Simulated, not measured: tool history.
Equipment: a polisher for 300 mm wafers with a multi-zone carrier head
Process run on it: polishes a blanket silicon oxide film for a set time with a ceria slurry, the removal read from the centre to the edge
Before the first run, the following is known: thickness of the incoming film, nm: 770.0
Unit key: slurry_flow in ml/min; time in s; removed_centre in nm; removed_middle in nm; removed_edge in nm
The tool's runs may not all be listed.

run,hour,slurry_flow,centre_zone,middle_zone,edge_zone,time,removed_centre,removed_middle,removed_edge
1,0,285,1,1,1,39,232.94,227.47,231.28
2,5.2,285,1,1,0.98,37,219.17,216.76,214.04
3,13.1,285,1,0.99,0.96,36,218,206.47,210.61
4,17.8,285,1,0.99,0.96,42,242.16,242.65,244.17
5,20.1,285,0.99,0.99,0.95,40,233.69,230.42,232.41
6,24.1,285,0.99,1,0.94,38,219.64,222.36,217.55

Predict the results of run 7:
7,25.1,285,0.99,1,0.93,36,?,?,?

removed_centre: 211.54 nm
removed_middle: 209.42 nm
removed_edge: 203.41 nm
